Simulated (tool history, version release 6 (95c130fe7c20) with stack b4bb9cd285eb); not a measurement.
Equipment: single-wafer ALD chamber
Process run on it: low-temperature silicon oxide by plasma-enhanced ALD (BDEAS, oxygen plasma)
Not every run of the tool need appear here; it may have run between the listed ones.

run  hour  heater temperature setpoint (deg C)  number of ALD cycles (cycles)  mean film thickness on the monitor wafer (Å)
  1   0.0                                  120                             66                                        89.063
  2   1.9                                  120                             63                                        85.660
  3   4.1                                  121                             63                                        84.767
  4   7.2                                  121                             55                                        74.495
  5  13.9                                  119                             57                                        77.482
  6  18.0                                  117                             58                                        79.700
  7  19.1                                  115                             58                                        79.622

What will run 8 give?
  8  21.7                                  115                             58                                             ?

mean film thickness on the monitor wafer (Å): 79.524
